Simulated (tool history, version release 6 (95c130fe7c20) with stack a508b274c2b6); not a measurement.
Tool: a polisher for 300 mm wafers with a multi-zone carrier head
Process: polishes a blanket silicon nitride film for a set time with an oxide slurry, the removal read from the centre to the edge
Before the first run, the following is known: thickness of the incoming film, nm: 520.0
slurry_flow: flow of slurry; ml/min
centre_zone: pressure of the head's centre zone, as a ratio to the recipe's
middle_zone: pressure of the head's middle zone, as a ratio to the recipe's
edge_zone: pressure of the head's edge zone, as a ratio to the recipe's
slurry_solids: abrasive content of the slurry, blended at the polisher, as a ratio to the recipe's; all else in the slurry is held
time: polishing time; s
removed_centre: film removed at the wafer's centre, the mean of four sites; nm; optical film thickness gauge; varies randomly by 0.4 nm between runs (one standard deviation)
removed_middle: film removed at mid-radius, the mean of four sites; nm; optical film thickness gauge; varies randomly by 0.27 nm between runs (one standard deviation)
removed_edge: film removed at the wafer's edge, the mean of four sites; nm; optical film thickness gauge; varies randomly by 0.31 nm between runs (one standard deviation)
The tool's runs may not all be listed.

run  hour  slurry_flow  centre_zone  middle_zone  edge_zone  slurry_solids  time  removed_centre  removed_middle  removed_edge
  1   0.0          280         1.00         1.00       1.00           1.00    51          30.233          29.244        30.473
  2   4.9          215         1.00         1.00       1.00           1.00    51          28.800          28.424        29.284
  3  10.1          285         1.00         1.00       1.00           1.00    51          30.776          28.996        29.647
  4  15.8          240         1.00         1.00       1.00           1.00    51          30.085          29.093        29.133
  5  17.9          240         1.03         1.00       1.00           1.00    51          30.601          28.223        29.500
  6  19.3          255         1.01         1.01       1.03           1.05    51          30.444          29.777        30.933
  7  23.8          270         1.02         1.03       1.05           1.10    51          31.912          30.364        31.655
  8  29.2          280         1.00         1.05       1.07           1.15    51          32.131          31.663        32.538
  9  32.0          290         0.98         1.06       1.09           1.20    51          31.619          32.910        33.862
 10  39.1          340         1.01         1.13       1.19           1.45    51          36.130          37.246        37.686
 11  45.2          340         1.01         1.13       1.19           1.45    51          35.738          37.378        37.596
 12  54.2          340         1.00         1.13       1.19           1.45    51          34.856          37.296        37.774

Run 13 has not been measured yet. What should we expect?
 13  59.7          340         0.99         1.13       1.19           1.45    51               ?               ?             ?

removed_centre: 34.848 nm
removed_middle: 37.078 nm
removed_edge: 37.715 nm
